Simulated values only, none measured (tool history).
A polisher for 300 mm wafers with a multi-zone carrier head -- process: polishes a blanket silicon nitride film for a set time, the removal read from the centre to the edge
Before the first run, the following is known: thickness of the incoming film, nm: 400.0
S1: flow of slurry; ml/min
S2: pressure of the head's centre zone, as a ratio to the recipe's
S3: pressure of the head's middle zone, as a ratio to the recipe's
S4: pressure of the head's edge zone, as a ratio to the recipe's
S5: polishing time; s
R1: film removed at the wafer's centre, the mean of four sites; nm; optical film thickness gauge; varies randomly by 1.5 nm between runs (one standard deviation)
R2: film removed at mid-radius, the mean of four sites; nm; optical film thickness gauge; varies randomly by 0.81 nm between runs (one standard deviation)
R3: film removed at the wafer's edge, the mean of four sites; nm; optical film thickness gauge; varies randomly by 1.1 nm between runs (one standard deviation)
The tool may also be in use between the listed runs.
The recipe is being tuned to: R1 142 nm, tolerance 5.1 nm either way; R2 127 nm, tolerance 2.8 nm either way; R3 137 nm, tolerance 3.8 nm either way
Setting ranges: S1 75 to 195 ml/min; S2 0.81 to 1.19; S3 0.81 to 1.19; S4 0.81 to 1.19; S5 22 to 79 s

Run 1, day 0: S1 125 ml/min, S2 1, S3 1, S4 1, S5 50 s. Result: R1 167 nm, R2 168.31 nm, R3 171.57 nm.
Run 2, day 0.196: S1 120 ml/min, S2 1, S3 0.98, S4 0.98, S5 49 s. Result: R1 161.96 nm, R2 161.32 nm, R3 166.52 nm.
Run 3, day 0.267: S1 120 ml/min, S2 1, S3 0.98, S4 1.02, S5 49 s. Result: R1 160.42 nm, R2 159.57 nm, R3 169.78 nm.
Run 4, day 0.371: S1 115 ml/min, S2 1, S3 0.96, S4 0.99, S5 48 s. Result: R1 156.24 nm, R2 153.83 nm, R3 163.86 nm.
Run 5, day 0.612: S1 100 ml/min, S2 1, S3 0.96, S4 0.99, S5 48 s. Result: R1 152.54 nm, R2 149.55 nm, R3 158.38 nm.
Run 6, day 0.867: S1 100 ml/min, S2 1, S3 0.96, S4 0.95, S5 48 s. Result: R1 151.4 nm, R2 149.31 nm, R3 158.51 nm.
Run 7, day 1.221: S1 100 ml/min, S2 1.01, S3 0.96, S4 0.94, S5 47 s. Result: R1 148.45 nm, R2 144.3 nm, R3 153.2 nm.
Run 8, day 1.292: S1 100 ml/min, S2 1.01, S3 0.96, S4 0.94, S5 47 s. Result: R1 150.29 nm, R2 143.82 nm, R3 151.55 nm.
At day 1.329: edge zone pressure recalibrated.
Run 9, day 1.329: S1 95 ml/min, S2 1.01, S3 0.95, S4 0.93, S5 47 s. Result: R1 148.62 nm, R2 142.95 nm, R3 141.84 nm.
Run 10, day 1.471: S1 95 ml/min, S2 1.01, S3 0.95, S4 0.93, S5 47 s. Result: R1 147.43 nm, R2 141.03 nm, R3 141.65 nm.
Run 11, day 1.646: S1 90 ml/min, S2 1.01, S3 0.94, S4 0.94, S5 47 s. Result: R1 144.79 nm, R2 136.72 nm, R3 142.48 nm.
Run 12, day 1.842: S1 90 ml/min, S2 1.01, S3 0.94, S4 0.95, S5 47 s. Result: R1 147.83 nm, R2 139.18 nm, R3 144.28 nm.
Run 13, day 2.012: S1 90 ml/min, S2 1.01, S3 0.93, S4 0.95, S5 47 s. Result: R1 149.52 nm, R2 137.1 nm, R3 143.7 nm.
Run 14, day 2.121: S1 90 ml/min, S2 1.01, S3 0.92, S4 0.95, S5 47 s. Result: R1 145.94 nm, R2 135.23 nm, R3 144.47 nm.
Run 15, day 2.342: S1 80 ml/min, S2 1.01, S3 0.9, S4 0.94, S5 47 s. Result: R1 141.85 nm, R2 128.61 nm, R3 139.57 nm.

Next run, 5 choices. One meets every target within its allowed miss, the rest don't. Which?
Run A, day 2.562: S1 75 ml/min, S2 1, S3 0.89, S4 1.01, S5 48 s. Result: R1 ?, R2 ?, R3 ?.
Run B, day 2.562: S1 85 ml/min, S2 1.02, S3 0.82, S4 0.96, S5 48 s. Result: R1 ?, R2 ?, R3 ?.
Run C, day 2.562: S1 90 ml/min, S2 0.97, S3 0.91, S4 0.97, S5 46 s. Result: R1 ?, R2 ?, R3 ?.
Run D, day 2.562: S1 75 ml/min, S2 1.05, S3 0.96, S4 0.88, S5 47 s. Result: R1 ?, R2 ?, R3 ?.
Run E, day 2.562: S1 110 ml/min, S2 0.98, S3 0.86, S4 0.94, S5 44 s. Result: R1 ?, R2 ?, R3 ?.

move      R1      R2      R3
   A  137.24  128.46   144.5
   B  145.78  124.35   144.4
   C  135.23  131.85  140.29
   D  141.22  133.96   132.5
   E  138.15   126.3  136.69
A: its largest miss is bigger than the last run's
B: its largest miss is bigger than the last run's
C: brings the result that was furthest off to its target, and leaves another outside
D: takes the biggest miss from the last run beyond its target
E: hits every target within its allowed miss
E is the move that brings every result within its allowed miss.
